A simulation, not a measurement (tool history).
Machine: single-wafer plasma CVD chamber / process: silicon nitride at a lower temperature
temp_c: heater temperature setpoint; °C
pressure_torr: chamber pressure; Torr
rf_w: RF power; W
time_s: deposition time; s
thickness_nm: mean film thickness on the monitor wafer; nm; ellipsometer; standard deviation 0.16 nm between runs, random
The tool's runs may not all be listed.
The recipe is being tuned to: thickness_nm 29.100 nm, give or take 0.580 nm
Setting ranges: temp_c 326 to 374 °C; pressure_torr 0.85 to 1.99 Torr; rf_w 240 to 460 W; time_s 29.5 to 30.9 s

Run 1, hour 0.0: temp_c 350 °C, pressure_torr 1.42 Torr, rf_w 350 W, time_s 30.9 s. Result: thickness_nm 37.183 nm.
Run 2, hour 2.2: temp_c 350 °C, pressure_torr 1.42 Torr, rf_w 385 W, time_s 30.9 s. Result: thickness_nm 40.141 nm.
Run 3, hour 9.6: temp_c 350 °C, pressure_torr 1.31 Torr, rf_w 355 W, time_s 30.7 s. Result: thickness_nm 36.876 nm.
Run 4, hour 16.1: temp_c 350 °C, pressure_torr 1.31 Torr, rf_w 380 W, time_s 30.7 s. Result: thickness_nm 39.106 nm.
Run 5, hour 19.6: temp_c 339 °C, pressure_torr 1.31 Torr, rf_w 380 W, time_s 30.7 s. Result: thickness_nm 38.806 nm.
Run 6, hour 27.3: temp_c 339 °C, pressure_torr 1.24 Torr, rf_w 350 W, time_s 30.5 s. Result: thickness_nm 35.935 nm.
Run 7, hour 33.5: temp_c 339 °C, pressure_torr 1.18 Torr, rf_w 330 W, time_s 30.4 s. Result: thickness_nm 33.743 nm.
Run 8, hour 37.6: temp_c 339 °C, pressure_torr 0.90 Torr, rf_w 285 W, time_s 30.1 s. Result: thickness_nm 27.135 nm.
Run 9, hour 38.3: temp_c 339 °C, pressure_torr 0.95 Torr, rf_w 285 W, time_s 30.1 s. Result: thickness_nm 27.595 nm.
Run 10, hour 43.3: temp_c 339 °C, pressure_torr 0.95 Torr, rf_w 285 W, time_s 30.1 s. Result: thickness_nm 27.504 nm.
Run 11, hour 47.4: temp_c 339 °C, pressure_torr 0.99 Torr, rf_w 285 W, time_s 30.1 s. Result: thickness_nm 28.112 nm.
Run 12, hour 49.8: temp_c 339 °C, pressure_torr 1.01 Torr, rf_w 285 W, time_s 30.1 s. Result: thickness_nm 28.042 nm.
Run 13, hour 58.7: temp_c 339 °C, pressure_torr 1.04 Torr, rf_w 285 W, time_s 30.1 s. Result: thickness_nm 28.321 nm.
Run 14, hour 64.6: temp_c 339 °C, pressure_torr 1.06 Torr, rf_w 285 W, time_s 30.1 s. Result: thickness_nm 28.509 nm.

Which of these 5 next moves meets every target?
Run A, hour 70.5: temp_c 336 °C, pressure_torr 1.05 Torr, rf_w 305 W, time_s 30.9 s. Result: thickness_nm ?.
Run B, hour 70.5: temp_c 354 °C, pressure_torr 1.07 Torr, rf_w 295 W, time_s 30.9 s. Result: thickness_nm ?.
Run C, hour 70.5: temp_c 350 °C, pressure_torr 0.88 Torr, rf_w 310 W, time_s 30.2 s. Result: thickness_nm ?.
Run D, hour 70.5: temp_c 337 °C, pressure_torr 1.11 Torr, rf_w 290 W, time_s 30.9 s. Result: thickness_nm ?.
Run E, hour 70.5: temp_c 339 °C, pressure_torr 0.87 Torr, rf_w 300 W, time_s 29.6 s. Result: thickness_nm ?.

move  thickness_nm
   A        31.175
   B        30.267
   C        29.240
   D        30.301
   E        27.864
A: takes the biggest miss from the last run beyond its target
B: takes the biggest miss from the last run beyond its target
C: each result inside its tolerance
D: takes the biggest miss from the last run beyond its target
E: its largest miss is bigger than the last run's
Go with C: it meets all targets.

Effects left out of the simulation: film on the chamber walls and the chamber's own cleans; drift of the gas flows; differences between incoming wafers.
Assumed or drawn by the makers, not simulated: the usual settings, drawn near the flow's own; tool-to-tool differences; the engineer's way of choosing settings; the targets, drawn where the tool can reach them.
